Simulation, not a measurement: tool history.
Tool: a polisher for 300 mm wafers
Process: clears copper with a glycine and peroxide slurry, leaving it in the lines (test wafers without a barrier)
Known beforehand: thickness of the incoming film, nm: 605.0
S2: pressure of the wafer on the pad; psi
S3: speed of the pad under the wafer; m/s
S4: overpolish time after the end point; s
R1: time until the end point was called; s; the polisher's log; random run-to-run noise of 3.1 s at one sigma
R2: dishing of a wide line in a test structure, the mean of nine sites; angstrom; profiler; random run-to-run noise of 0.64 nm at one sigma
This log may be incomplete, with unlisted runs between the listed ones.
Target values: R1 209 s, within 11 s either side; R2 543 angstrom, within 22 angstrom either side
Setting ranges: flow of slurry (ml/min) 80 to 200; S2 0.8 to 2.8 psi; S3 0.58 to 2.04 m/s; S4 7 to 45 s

Run 1, hour 0: flow of slurry (ml/min) 130, S2 1.8 psi, S3 1.3 m/s, S4 23 s. Result: R1 112.19 s, R2 627.56 angstrom.
Run 2, hour 5.3: flow of slurry (ml/min) 125, S2 1.6 psi, S3 1.26 m/s, S4 25 s. Result: R1 124.03 s, R2 617.08 angstrom.
Run 3, hour 7.8: flow of slurry (ml/min) 125, S2 1.4 psi, S3 1.2 m/s, S4 27 s. Result: R1 136.98 s, R2 593.58 angstrom.
Run 4, hour 14: flow of slurry (ml/min) 120, S2 1.3 psi, S3 1.14 m/s, S4 29 s. Result: R1 151.16 s, R2 584.68 angstrom.
Run 5, hour 20.8: flow of slurry (ml/min) 135, S2 1.3 psi, S3 1.14 m/s, S4 29 s. Result: R1 144.68 s, R2 603.01 angstrom.
Run 6, hour 28.3: flow of slurry (ml/min) 130, S2 1.2 psi, S3 1.1 m/s, S4 30 s. Result: R1 158.03 s, R2 589.87 angstrom.
Run 7, hour 32.7: flow of slurry (ml/min) 125, S2 1.1 psi, S3 1.08 m/s, S4 31 s. Result: R1 167.78 s, R2 585.54 angstrom.
Run 8, hour 34.9: flow of slurry (ml/min) 120, S2 1 psi, S3 1.06 m/s, S4 31 s. Result: R1 175.07 s, R2 561.58 angstrom.
Run 9, hour 37.9: flow of slurry (ml/min) 120, S2 1 psi, S3 1.04 m/s, S4 32 s. Result: R1 176.65 s, R2 545.85 angstrom.
Run 10, hour 39.8: flow of slurry (ml/min) 115, S2 1 psi, S3 1.02 m/s, S4 33 s. Result: R1 180.41 s, R2 568.1 angstrom.
Run 11, hour 44.7: flow of slurry (ml/min) 110, S2 1 psi, S3 1 m/s, S4 34 s. Result: R1 187.05 s, R2 564.9 angstrom.
Run 12, hour 52: flow of slurry (ml/min) 105, S2 1 psi, S3 1 m/s, S4 34 s. Result: R1 192.06 s, R2 572.81 angstrom.
Run 13, hour 60.4: flow of slurry (ml/min) 95, S2 0.8 psi, S3 1 m/s, S4 34 s. Result: R1 212.43 s, R2 517.34 angstrom.

5 next moves are on the table. One of them brings every result within its allowed miss. Which?
Run A, hour 68.8: flow of slurry (ml/min) 90, S2 0.8 psi, S3 1 m/s, S4 41 s. Result: R1 ?, R2 ?.
Run B, hour 68.8: flow of slurry (ml/min) 110, S2 0.9 psi, S3 1.08 m/s, S4 36 s. Result: R1 ?, R2 ?.
Run C, hour 68.8: flow of slurry (ml/min) 80, S2 0.8 psi, S3 0.9 m/s, S4 45 s. Result: R1 ?, R2 ?.
Run D, hour 68.8: flow of slurry (ml/min) 95, S2 0.9 psi, S3 0.94 m/s, S4 35 s. Result: R1 ?, R2 ?.
Run E, hour 68.8: flow of slurry (ml/min) 100, S2 1 psi, S3 1.04 m/s, S4 36 s. Result: R1 ?, R2 ?.

move      R1      R2
   A  212.14  596.62
   B  184.01  600.16
   C  234.77  598.57
   D  209.24  542.11
   E  185.75  600.18
A: takes the result that was furthest off past its target
B: takes the result that was furthest off past its target
C: takes the result that was furthest off past its target
D: hits every target within its allowed miss
E: takes the result that was furthest off past its target
D is the move that brings every result within its allowed miss.
